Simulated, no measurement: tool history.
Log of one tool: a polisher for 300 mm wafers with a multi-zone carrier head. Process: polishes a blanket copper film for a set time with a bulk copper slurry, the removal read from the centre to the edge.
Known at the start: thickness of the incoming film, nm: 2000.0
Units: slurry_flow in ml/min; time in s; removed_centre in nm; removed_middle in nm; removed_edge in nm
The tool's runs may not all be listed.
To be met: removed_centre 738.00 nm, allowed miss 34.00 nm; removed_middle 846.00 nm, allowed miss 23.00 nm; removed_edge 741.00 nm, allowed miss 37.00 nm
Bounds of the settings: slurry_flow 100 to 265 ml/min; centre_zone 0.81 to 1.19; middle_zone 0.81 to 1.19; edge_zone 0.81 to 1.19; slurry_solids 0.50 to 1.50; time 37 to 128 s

run 1 day=0.000 | slurry_flow=170 centre_zone=1.00 middle_zone=1.00 edge_zone=1.00 slurry_solids=1.00 time=82 | removed_centre=633.11 removed_middle=639.35 removed_edge=626.96
run 2 day=0.308 | slurry_flow=175 centre_zone=1.00 middle_zone=1.02 edge_zone=1.01 slurry_solids=1.05 time=82 | removed_centre=635.34 removed_middle=645.87 removed_edge=629.40
run 3 day=0.567 | slurry_flow=175 centre_zone=1.00 middle_zone=1.02 edge_zone=0.95 slurry_solids=1.05 time=82 | removed_centre=642.60 removed_middle=653.46 removed_edge=621.40
run 4 day=0.712 | slurry_flow=180 centre_zone=1.00 middle_zone=1.04 edge_zone=0.96 slurry_solids=1.10 time=83 | removed_centre=652.82 removed_middle=675.23 removed_edge=632.25
run 5 day=1.050 | slurry_flow=185 centre_zone=1.00 middle_zone=1.05 edge_zone=0.97 slurry_solids=1.15 time=84 | removed_centre=674.25 removed_middle=700.33 removed_edge=659.21
run 6 day=1.200 | slurry_flow=190 centre_zone=1.00 middle_zone=1.07 edge_zone=0.97 slurry_solids=1.20 time=84 | removed_centre=670.73 removed_middle=728.68 removed_edge=670.03
run 7 day=1.408 | slurry_flow=195 centre_zone=1.01 middle_zone=1.08 edge_zone=0.97 slurry_solids=1.20 time=84 | removed_centre=693.11 removed_middle=739.36 removed_edge=652.71
run 8 day=1.596 | slurry_flow=200 centre_zone=1.01 middle_zone=1.08 edge_zone=0.98 slurry_solids=1.25 time=84 | removed_centre=718.64 removed_middle=749.71 removed_edge=674.21
run 9 day=1.912 | slurry_flow=205 centre_zone=1.00 middle_zone=1.09 edge_zone=0.99 slurry_solids=1.25 time=84 | removed_centre=707.40 removed_middle=762.81 removed_edge=699.31
run 10 day=1.996 | slurry_flow=210 centre_zone=1.00 middle_zone=1.10 edge_zone=0.99 slurry_solids=1.25 time=84 | removed_centre=687.68 removed_middle=761.31 removed_edge=682.88
run 11 day=2.258 | slurry_flow=210 centre_zone=1.00 middle_zone=1.11 edge_zone=1.00 slurry_solids=1.25 time=84 | removed_centre=710.41 removed_middle=765.07 removed_edge=690.71
run 12 day=2.538 | slurry_flow=215 centre_zone=1.00 middle_zone=1.12 edge_zone=1.00 slurry_solids=1.25 time=84 | removed_centre=715.21 removed_middle=773.74 removed_edge=690.73
run 13 day=2.888 | slurry_flow=215 centre_zone=1.00 middle_zone=1.13 edge_zone=1.00 slurry_solids=1.25 time=84 | removed_centre=713.24 removed_middle=793.20 removed_edge=705.21

Which of these 5 next moves meets every target?
run A day=3.238 | slurry_flow=265 centre_zone=0.90 middle_zone=1.19 edge_zone=0.98 slurry_solids=0.95 time=92 | removed_centre=? removed_middle=? removed_edge=?
run B day=3.238 | slurry_flow=200 centre_zone=1.02 middle_zone=1.19 edge_zone=1.09 slurry_solids=1.45 time=83 | removed_centre=? removed_middle=? removed_edge=?
run C day=3.238 | slurry_flow=195 centre_zone=0.96 middle_zone=1.19 edge_zone=1.00 slurry_solids=1.35 time=83 | removed_centre=? removed_middle=? removed_edge=?
run D day=3.238 | slurry_flow=200 centre_zone=0.97 middle_zone=0.98 edge_zone=1.12 slurry_solids=1.10 time=94 | removed_centre=? removed_middle=? removed_edge=?
run E day=3.238 | slurry_flow=200 centre_zone=1.07 middle_zone=1.08 edge_zone=1.09 slurry_solids=1.10 time=86 | removed_centre=? removed_middle=? removed_edge=?

move=A removed_centre=673.14 removed_middle=834.50 removed_edge=690.77
move=B removed_centre=754.50 removed_middle=826.56 removed_edge=726.69
move=C removed_centre=693.39 removed_middle=808.09 removed_edge=681.21
move=D removed_centre=749.19 removed_middle=732.70 removed_edge=772.85
move=E removed_centre=757.18 removed_middle=727.56 removed_edge=696.51
A: brings the result that was furthest off to its target, and leaves another outside
B: meets every target
C: nearer than the last run, and not there yet
D: further off than the last run
E: further off than the last run
Answer: B
